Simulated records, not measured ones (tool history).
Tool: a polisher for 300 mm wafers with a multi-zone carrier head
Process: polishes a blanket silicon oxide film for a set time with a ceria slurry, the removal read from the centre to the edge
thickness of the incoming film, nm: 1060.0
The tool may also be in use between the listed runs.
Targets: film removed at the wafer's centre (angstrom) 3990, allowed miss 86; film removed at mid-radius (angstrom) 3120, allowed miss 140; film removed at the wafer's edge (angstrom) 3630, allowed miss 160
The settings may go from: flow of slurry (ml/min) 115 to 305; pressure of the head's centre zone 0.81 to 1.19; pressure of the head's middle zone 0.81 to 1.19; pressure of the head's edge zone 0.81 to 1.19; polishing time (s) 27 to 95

run    day  flow of slurry (ml/min)  pressure of the head's centre zone  pressure of the head's middle zone  pressure of the head's edge zone  polishing time (s)  film removed at the wafer's centre (angstrom)  film removed at mid-radius (angstrom)  film removed at the wafer's edge (angstrom)
  1      0                      195                                   1                                   1                                 1                  61                                         3085.7                                 3042.3                                       3170.5
  2  0.321                      195                                0.92                                   1                                 1                  61                                         2816.4                                 3098.4                                       3157.8
  3  0.529                      210                                0.98                                0.99                              1.03                  62                                         3144.9                                 3163.9                                       3250.9
  4  0.879                      210                                0.98                                0.99                              0.96                  62                                         3131.4                                   3135                                       3167.1
  5  0.917                      240                                0.98                                0.99                              0.96                  62                                         3170.3                                 3249.9                                       3265.6
  6  1.229                      240                                0.98                                0.99                              0.91                  62                                         3167.3                                 3189.3                                       3186.6
  7  1.529                      250                                1.02                                0.96                              0.96                  63                                         3362.4                                 3165.8                                       3352.5
  8  1.842                      260                                1.05                                0.95                              0.97                  63                                         3480.3                                 3117.6                                       3329.7
  9  2.088                      265                                1.07                                0.94                                 1                  64                                         3633.7                                 3263.6                                       3410.3

Which of these 5 next moves meets every target?
  A  2.333                      175                                0.92                                0.82                              0.89                  78                                              ?                                      ?                                            ?
  B  2.333                      305                                0.96                                1.05                              1.06                  59                                              ?                                      ?                                            ?
  C  2.333                      305                                1.15                                1.07                              0.93                  55                                              ?                                      ?                                            ?
  D  2.333                      220                                 1.1                                0.84                              0.96                  70                                              ?                                      ?                                            ?
  E  2.333                      250                                1.17                                0.84                              0.93                  69                                              ?                                      ?                                            ?

move  film removed at the wafer's centre (angstrom)  film removed at mid-radius (angstrom)  film removed at the wafer's edge (angstrom)
   A                                           3584                                 3205.8                                       3773.9
   B                                         3081.8                                 3210.3                                       3270.7
   C                                         3446.4                                 3038.6                                       2862.1
   D                                         4012.9                                 3040.4                                         3603
   E                                           4288                                 3046.3                                         3543
A: further off than the last run
B: further off than the last run
C: further off than the last run
D: meets every target
E: takes the result that was furthest off past its target
Answer: D

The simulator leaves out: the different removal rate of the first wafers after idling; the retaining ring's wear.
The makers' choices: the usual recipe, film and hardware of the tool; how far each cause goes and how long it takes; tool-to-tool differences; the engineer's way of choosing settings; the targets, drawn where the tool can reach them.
